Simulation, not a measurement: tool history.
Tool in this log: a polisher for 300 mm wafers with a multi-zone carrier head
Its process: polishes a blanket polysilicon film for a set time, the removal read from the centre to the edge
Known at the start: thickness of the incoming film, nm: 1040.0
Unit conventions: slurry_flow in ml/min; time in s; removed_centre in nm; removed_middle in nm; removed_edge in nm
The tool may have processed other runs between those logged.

{"run": 1, "hour": 0.0, "slurry_flow": 200, "centre_zone": 1.0, "middle_zone": 1.0, "edge_zone": 1.0, "time": 42, "removed_centre": 336.7, "removed_middle": 329.99, "removed_edge": 326.37}
{"run": 2, "hour": 1.4, "slurry_flow": 220, "centre_zone": 1.03, "middle_zone": 1.02, "edge_zone": 1.05, "time": 43, "removed_centre": 367.9, "removed_middle": 348.15, "removed_edge": 349.19}
{"run": 3, "hour": 2.0, "slurry_flow": 220, "centre_zone": 1.03, "middle_zone": 0.99, "edge_zone": 1.05, "time": 43, "removed_centre": 363.55, "removed_middle": 343.81, "removed_edge": 346.4}
{"run": 4, "hour": 9.4, "slurry_flow": 220, "centre_zone": 0.99, "middle_zone": 0.99, "edge_zone": 1.05, "time": 43, "removed_centre": 353.95, "removed_middle": 339.89, "removed_edge": 347.29}
{"run": 5, "hour": 12.2, "slurry_flow": 220, "centre_zone": 1.07, "middle_zone": 0.99, "edge_zone": 1.05, "time": 43, "removed_centre": 380.69, "removed_middle": 337.38, "removed_edge": 349.5}
{"run": 6, "hour": 17.0, "slurry_flow": 220, "centre_zone": 1.07, "middle_zone": 0.99, "edge_zone": 1.01, "time": 43, "removed_centre": 378.81, "removed_middle": 338.83, "removed_edge": 345.81}

Predict the results of run 7:
{"run": 7, "hour": 21.9, "slurry_flow": 240, "centre_zone": 1.06, "middle_zone": 1.01, "edge_zone": 1.05, "time": 43, "removed_centre": "?", "removed_middle": "?", "removed_edge": "?"}

removed_centre: 382.16 nm
removed_middle: 343.51 nm
removed_edge: 348.31 nm
